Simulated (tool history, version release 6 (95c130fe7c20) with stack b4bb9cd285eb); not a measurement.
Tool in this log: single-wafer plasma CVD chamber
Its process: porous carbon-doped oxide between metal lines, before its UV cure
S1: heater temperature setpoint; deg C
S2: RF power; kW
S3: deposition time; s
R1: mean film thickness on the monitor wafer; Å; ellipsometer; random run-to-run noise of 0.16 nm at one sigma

run 1 day=0.000 | S1=300 S2=0.590 S3=16.4 | R1=1007.30
run 2 day=0.075 | S1=302 S2=0.570 S3=16.4 | R1=973.81
run 3 day=0.183 | S1=304 S2=0.555 S3=16.4 | R1=945.60
run 4 day=0.246 | S1=304 S2=0.600 S3=16.4 | R1=995.74
run 5 day=0.283 | S1=306 S2=0.580 S3=16.4 | R1=965.04
run 6 day=0.596 | S1=306 S2=0.660 S3=16.4 | R1=1056.10

Run 7, settings as shown, results not yet in. Your forecast:
run 7 day=0.629 | S1=308 S2=0.635 S3=16.4 | R1=?

Logged for run 7: R1 1015.30 Å.
